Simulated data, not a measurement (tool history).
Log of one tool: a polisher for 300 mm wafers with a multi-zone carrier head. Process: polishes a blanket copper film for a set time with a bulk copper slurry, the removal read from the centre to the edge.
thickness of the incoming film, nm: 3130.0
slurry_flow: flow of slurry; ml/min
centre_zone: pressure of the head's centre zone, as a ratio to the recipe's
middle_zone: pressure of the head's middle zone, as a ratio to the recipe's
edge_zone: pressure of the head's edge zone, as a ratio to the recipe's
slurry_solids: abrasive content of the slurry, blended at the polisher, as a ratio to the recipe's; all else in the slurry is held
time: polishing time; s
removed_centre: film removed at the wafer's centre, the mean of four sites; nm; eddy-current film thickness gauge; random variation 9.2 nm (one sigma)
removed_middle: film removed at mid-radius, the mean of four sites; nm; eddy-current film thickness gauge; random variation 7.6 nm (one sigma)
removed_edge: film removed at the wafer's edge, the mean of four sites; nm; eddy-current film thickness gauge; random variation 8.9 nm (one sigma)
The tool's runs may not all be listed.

run 1 hour=0 | slurry_flow=300 centre_zone=1 middle_zone=1 edge_zone=1 slurry_solids=1 time=82 | removed_centre=511.54 removed_middle=517.67 removed_edge=538.57
run 2 hour=7.5 | slurry_flow=300 centre_zone=0.94 middle_zone=1 edge_zone=1 slurry_solids=1 time=82 | removed_centre=496.92 removed_middle=503.34 removed_edge=523.88
run 3 hour=9.2 | slurry_flow=240 centre_zone=0.94 middle_zone=1 edge_zone=1 slurry_solids=1 time=82 | removed_centre=482.3 removed_middle=506.07 removed_edge=515.58
run 4 hour=10.4 | slurry_flow=240 centre_zone=0.94 middle_zone=1 edge_zone=1 slurry_solids=1.2 time=82 | removed_centre=494.17 removed_middle=528.38 removed_edge=538.55
run 5 hour=14.6 | slurry_flow=240 centre_zone=1.01 middle_zone=1 edge_zone=1 slurry_solids=1.2 time=82 | removed_centre=540 removed_middle=532.21 removed_edge=533.59
run 6 hour=19.3 | slurry_flow=180 centre_zone=1.01 middle_zone=1 edge_zone=1 slurry_solids=1.2 time=82 | removed_centre=505.61 removed_middle=503.31 removed_edge=521.36

Run 7 comes next. What will it give?
run 7 hour=21.4 | slurry_flow=220 centre_zone=1.02 middle_zone=1.03 edge_zone=1.05 slurry_solids=1.3 time=86 | removed_centre=? removed_middle=? removed_edge=?

{"run 7": {"removed_centre": 574.65, "removed_middle": 565.77, "removed_edge": 577.05}}
